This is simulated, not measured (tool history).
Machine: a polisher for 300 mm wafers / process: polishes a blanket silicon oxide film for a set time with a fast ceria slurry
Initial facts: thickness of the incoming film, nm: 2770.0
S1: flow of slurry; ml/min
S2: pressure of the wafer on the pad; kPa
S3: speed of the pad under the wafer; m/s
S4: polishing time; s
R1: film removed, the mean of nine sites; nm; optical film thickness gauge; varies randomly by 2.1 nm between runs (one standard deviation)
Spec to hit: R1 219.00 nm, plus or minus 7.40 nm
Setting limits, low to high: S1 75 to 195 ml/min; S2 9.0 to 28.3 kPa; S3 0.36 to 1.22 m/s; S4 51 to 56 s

run 1 hour=0.0 | S1=125 S2=18.6 S3=0.78 S4=56 | R1=625.31
run 2 hour=6.9 | S1=140 S2=18.6 S3=0.78 S4=56 | R1=631.49
run 3 hour=11.6 | S1=140 S2=18.6 S3=0.78 S4=56 | R1=627.69
run 4 hour=19.8 | S1=140 S2=16.5 S3=0.68 S4=56 | R1=504.67
run 5 hour=20.7 | S1=140 S2=14.5 S3=0.60 S4=55 | R1=387.37
run 6 hour=21.9 | S1=140 S2=14.5 S3=0.60 S4=56 | R1=400.44
run 7 hour=24.1 | S1=135 S2=13.1 S3=0.54 S4=56 | R1=336.24
run 8 hour=32.4 | S1=130 S2=12.4 S3=0.52 S4=56 | R1=306.41
run 9 hour=35.7 | S1=120 S2=11.7 S3=0.52 S4=56 | R1=289.60
run 10 hour=39.2 | S1=115 S2=11.0 S3=0.50 S4=56 | R1=262.69
run 11 hour=40.8 | S1=110 S2=10.3 S3=0.50 S4=56 | R1=247.07
run 12 hour=43.4 | S1=85 S2=9.0 S3=0.50 S4=56 | R1=211.14
run 13 hour=50.7 | S1=85 S2=9.0 S3=0.50 S4=56 | R1=206.67

Of the 5 settings listed for the next run, only one would bring every result within its allowed miss of target. Which one?
run A hour=58.0 | S1=95 S2=9.7 S3=0.48 S4=56 | R1=?
run B hour=58.0 | S1=80 S2=9.0 S3=0.50 S4=54 | R1=?
run C hour=58.0 | S1=75 S2=9.0 S3=0.46 S4=54 | R1=?
run D hour=58.0 | S1=90 S2=9.0 S3=0.54 S4=56 | R1=?
run E hour=58.0 | S1=80 S2=9.7 S3=0.56 S4=54 | R1=?

move=A R1=221.72
move=B R1=201.50
move=C R1=182.73
move=D R1=232.07
move=E R1=236.87
A: all results in spec
B: lands further from the targets than the last run did
C: lands further from the targets than the last run did
D: takes the result that was furthest off past its target
E: takes the result that was furthest off past its target
Answer: A
